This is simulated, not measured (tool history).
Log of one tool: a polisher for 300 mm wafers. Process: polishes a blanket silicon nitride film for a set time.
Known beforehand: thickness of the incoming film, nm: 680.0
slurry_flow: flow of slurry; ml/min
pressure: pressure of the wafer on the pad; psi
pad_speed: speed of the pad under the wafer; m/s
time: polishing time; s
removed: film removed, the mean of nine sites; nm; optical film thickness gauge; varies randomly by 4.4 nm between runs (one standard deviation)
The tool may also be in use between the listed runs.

run,hour,slurry_flow,pressure,pad_speed,time,removed
1,0.0,305,4.6,1.42,86,223.57
2,7.4,305,4.6,1.42,86,220.57
3,11.0,305,4.6,1.26,86,204.17
4,14.9,305,4.9,1.28,86,212.37
5,17.9,305,4.9,1.60,86,259.60
6,21.5,250,4.9,1.60,86,253.69
7,29.9,250,5.1,1.60,86,258.65
8,35.7,255,5.3,1.60,86,268.66
9,42.8,255,5.5,1.60,86,283.96

Expected results for the next run?
10,48.2,255,5.6,1.60,86,?

removed: 283.71 nm

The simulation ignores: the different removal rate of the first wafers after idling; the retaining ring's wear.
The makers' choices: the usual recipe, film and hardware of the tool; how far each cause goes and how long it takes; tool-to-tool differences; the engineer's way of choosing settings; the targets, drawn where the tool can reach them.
